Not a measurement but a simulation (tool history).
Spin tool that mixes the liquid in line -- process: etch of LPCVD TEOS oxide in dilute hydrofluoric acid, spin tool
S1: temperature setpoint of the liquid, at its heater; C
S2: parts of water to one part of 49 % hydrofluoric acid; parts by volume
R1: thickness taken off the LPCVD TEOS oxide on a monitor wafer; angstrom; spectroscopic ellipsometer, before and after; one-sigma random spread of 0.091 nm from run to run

Run 1, day 0.000: S1 26.0 C, S2 255 parts by volume, time under the liquid (s) 220. Result: R1 133.36 angstrom.
Run 2, day 0.104: S1 28.0 C, S2 235 parts by volume, time under the liquid (s) 220. Result: R1 158.44 angstrom.
Run 3, day 0.225: S1 29.5 C, S2 225 parts by volume, time under the liquid (s) 220. Result: R1 176.03 angstrom.
Run 4, day 0.492: S1 31.5 C, S2 225 parts by volume, time under the liquid (s) 220. Result: R1 186.81 angstrom.
Run 5, day 0.746: S1 32.0 C, S2 215 parts by volume, time under the liquid (s) 220. Result: R1 203.53 angstrom.
Run 6, day 0.879: S1 32.0 C, S2 215 parts by volume, time under the liquid (s) 220. Result: R1 204.10 angstrom.

What does the tool deliver on the next run?
Run 7, day 1.092: S1 32.5 C, S2 210 parts by volume, time under the liquid (s) 220. Result: R1 ?.

{"run 7": {"R1": 210.85}}
